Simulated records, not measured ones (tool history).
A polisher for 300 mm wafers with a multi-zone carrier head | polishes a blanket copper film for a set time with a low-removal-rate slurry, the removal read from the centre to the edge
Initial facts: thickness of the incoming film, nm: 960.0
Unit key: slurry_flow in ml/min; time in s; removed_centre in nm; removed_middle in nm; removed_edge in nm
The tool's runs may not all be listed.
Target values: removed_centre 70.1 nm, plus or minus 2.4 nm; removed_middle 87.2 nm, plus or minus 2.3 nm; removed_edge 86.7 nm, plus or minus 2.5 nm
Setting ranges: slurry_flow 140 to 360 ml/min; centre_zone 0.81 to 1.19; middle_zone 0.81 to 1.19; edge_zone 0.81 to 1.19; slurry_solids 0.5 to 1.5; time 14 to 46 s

run 1 hour=0 | slurry_flow=230 centre_zone=1 middle_zone=1 edge_zone=1 slurry_solids=1 time=30 | removed_centre=61.856 removed_middle=60.378 removed_edge=60.867
run 2 hour=8.4 | slurry_flow=235 centre_zone=0.98 middle_zone=1.02 edge_zone=1.03 slurry_solids=1.1 time=31 | removed_centre=62.717 removed_middle=65.647 removed_edge=65.522
run 3 hour=13.3 | slurry_flow=235 centre_zone=0.98 middle_zone=1.09 edge_zone=1.03 slurry_solids=1.1 time=31 | removed_centre=62.986 removed_middle=68.19 removed_edge=64.938
run 4 hour=22.1 | slurry_flow=240 centre_zone=0.97 middle_zone=1.09 edge_zone=1.05 slurry_solids=1.15 time=31 | removed_centre=64.019 removed_middle=69.116 removed_edge=65.586
run 5 hour=28 | slurry_flow=240 centre_zone=0.97 middle_zone=1.09 edge_zone=1.05 slurry_solids=1.3 time=31 | removed_centre=64.965 removed_middle=70.942 removed_edge=68.116
run 6 hour=28.6 | slurry_flow=240 centre_zone=0.97 middle_zone=1.09 edge_zone=1.09 slurry_solids=1.3 time=31 | removed_centre=65.463 removed_middle=71.291 removed_edge=69.378
run 7 hour=30.5 | slurry_flow=240 centre_zone=0.97 middle_zone=1.09 edge_zone=1.09 slurry_solids=1.3 time=31 | removed_centre=64.358 removed_middle=71.783 removed_edge=68.26
run 8 hour=37.7 | slurry_flow=245 centre_zone=0.95 middle_zone=1.08 edge_zone=1.1 slurry_solids=1.35 time=32 | removed_centre=67.067 removed_middle=72.752 removed_edge=72.111
run 9 hour=44.8 | slurry_flow=240 centre_zone=0.93 middle_zone=1.09 edge_zone=1.11 slurry_solids=1.35 time=33 | removed_centre=66.718 removed_middle=76.026 removed_edge=73.877
run 10 hour=47.1 | slurry_flow=240 centre_zone=0.92 middle_zone=1.09 edge_zone=1.12 slurry_solids=1.35 time=34 | removed_centre=68.477 removed_middle=78.31 removed_edge=77.436
run 11 hour=55.5 | slurry_flow=245 centre_zone=0.91 middle_zone=1.1 edge_zone=1.13 slurry_solids=1.35 time=34 | removed_centre=68.942 removed_middle=79.358 removed_edge=77.477
run 12 hour=61.5 | slurry_flow=245 centre_zone=0.9 middle_zone=1.1 edge_zone=1.14 slurry_solids=1.35 time=34 | removed_centre=67.445 removed_middle=78.826 removed_edge=77.317
run 13 hour=65.6 | slurry_flow=245 centre_zone=0.89 middle_zone=1.1 edge_zone=1.15 slurry_solids=1.35 time=34 | removed_centre=67.77 removed_middle=78.648 removed_edge=78.542
run 14 hour=69 | slurry_flow=250 centre_zone=0.88 middle_zone=1.11 edge_zone=1.16 slurry_solids=1.35 time=34 | removed_centre=67.945 removed_middle=79.42 removed_edge=78.091
run 15 hour=76.7 | slurry_flow=250 centre_zone=0.87 middle_zone=1.11 edge_zone=1.16 slurry_solids=1.35 time=34 | removed_centre=65.636 removed_middle=79.982 removed_edge=79.267
run 16 hour=79.4 | slurry_flow=260 centre_zone=0.87 middle_zone=1.11 edge_zone=1.16 slurry_solids=1.35 time=34 | removed_centre=65.906 removed_middle=81.137 removed_edge=78.379
run 17 hour=85.6 | slurry_flow=265 centre_zone=0.85 middle_zone=1.1 edge_zone=1.18 slurry_solids=1.4 time=35 | removed_centre=66.11 removed_middle=83.647 removed_edge=82.881
run 18 hour=88 | slurry_flow=275 centre_zone=0.87 middle_zone=1.1 edge_zone=1.19 slurry_solids=1.45 time=35 | removed_centre=70.06 removed_middle=83.632 removed_edge=83.281

Pick the move, out of 5, that brings all results within their allowed miss; only one does.
run A hour=90.4 | slurry_flow=165 centre_zone=0.86 middle_zone=1.15 edge_zone=1.13 slurry_solids=1.4 time=40 | removed_centre=? removed_middle=? removed_edge=?
run B hour=90.4 | slurry_flow=220 centre_zone=0.95 middle_zone=1.11 edge_zone=1.19 slurry_solids=1.4 time=34 | removed_centre=? removed_middle=? removed_edge=?
run C hour=90.4 | slurry_flow=275 centre_zone=0.85 middle_zone=1.11 edge_zone=1.19 slurry_solids=1.45 time=36 | removed_centre=? removed_middle=? removed_edge=?
run D hour=90.4 | slurry_flow=335 centre_zone=0.89 middle_zone=1.14 edge_zone=1.19 slurry_solids=1.1 time=35 | removed_centre=? removed_middle=? removed_edge=?
run E hour=90.4 | slurry_flow=190 centre_zone=0.91 middle_zone=1.1 edge_zone=1.12 slurry_solids=1.5 time=34 | removed_centre=? removed_middle=? removed_edge=?

move=A removed_centre=71.817 removed_middle=92.705 removed_edge=87.889
move=B removed_centre=69.906 removed_middle=79.87 removed_edge=79.238
move=C removed_centre=69.702 removed_middle=87.482 removed_edge=86.181
move=D removed_centre=68.441 removed_middle=84.276 removed_edge=80.758
move=E removed_centre=66.647 removed_middle=78.654 removed_edge=76.723
A: the result that was furthest off in the last run now lies on the other side of its target
B: misses by more than the last run did
C: every result within its allowed miss
D: misses by more than the last run did
E: misses by more than the last run did
Go with C: it meets all targets.
